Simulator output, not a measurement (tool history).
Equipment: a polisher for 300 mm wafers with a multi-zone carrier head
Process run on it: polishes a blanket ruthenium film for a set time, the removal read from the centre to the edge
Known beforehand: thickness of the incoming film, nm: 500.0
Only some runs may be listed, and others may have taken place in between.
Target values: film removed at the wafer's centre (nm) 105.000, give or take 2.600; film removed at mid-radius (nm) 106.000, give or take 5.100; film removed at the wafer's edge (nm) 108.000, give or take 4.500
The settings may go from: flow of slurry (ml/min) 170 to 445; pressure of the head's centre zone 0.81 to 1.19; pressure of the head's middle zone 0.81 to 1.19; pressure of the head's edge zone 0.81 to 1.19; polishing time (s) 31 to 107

run  hour  flow of slurry (ml/min)  pressure of the head's centre zone  pressure of the head's middle zone  pressure of the head's edge zone  polishing time (s)  film removed at the wafer's centre (nm)  film removed at mid-radius (nm)  film removed at the wafer's edge (nm)
  1   0.0                      285                                1.00                                1.00                              1.00                  69                                   94.310                           96.420                                 96.349
  2   1.4                      295                                1.01                                1.01                              1.03                  70                                   95.841                           98.507                                 98.930
  3   8.6                      235                                1.01                                1.01                              1.03                  70                                   93.847                           97.081                                 96.042
  4  10.0                      235                                1.08                                1.01                              1.03                  70                                  101.020                           92.831                                 98.503
  5  15.5                      250                                1.08                                1.03                              1.05                  71                                  101.930                          100.640                                101.020
  6  20.3                      250                                1.08                                1.10                              1.05                  71                                  101.770                          103.970                                 98.670
  7  24.6                      260                                1.08                                1.09                              1.07                  71                                  102.850                          103.050                                101.340
  8  32.4                      265                                1.08                                1.09                              1.09                  71                                  103.690                          103.110                                101.670

Of the 5 settings listed for the next run, only one would bring every result within its allowed miss of target. Which one?
  A  40.2                      300                                1.11                                1.19                              1.00                  68                                        ?                                ?                                      ?
  B  40.2                      280                                0.99                                1.01                              1.15                  79                                        ?                                ?                                      ?
  C  40.2                      295                                1.09                                1.18                              0.99                  70                                        ?                                ?                                      ?
  D  40.2                      290                                1.05                                1.13                              1.19                  70                                        ?                                ?                                      ?
  E  40.2                      195                                1.04                                1.02                              1.06                  78                                        ?                                ?                                      ?

move  film removed at the wafer's centre (nm)  film removed at mid-radius (nm)  film removed at the wafer's edge (nm)
   A                                  102.240                          103.680                                 93.585
   B                                  105.140                          108.240                                116.320
   C                                  103.190                          106.030                                 95.788
   D                                   99.210                          103.020                                105.020
   E                                  105.450                          104.260                                107.680
A: lands further from the targets than the last run did
B: carries the result that was furthest off beyond its target, to the other side
C: lands further from the targets than the last run did
D: the worst result of the last run now meets its target, but another is out of spec
E: all results in spec
E is the move that brings every result within its allowed miss.

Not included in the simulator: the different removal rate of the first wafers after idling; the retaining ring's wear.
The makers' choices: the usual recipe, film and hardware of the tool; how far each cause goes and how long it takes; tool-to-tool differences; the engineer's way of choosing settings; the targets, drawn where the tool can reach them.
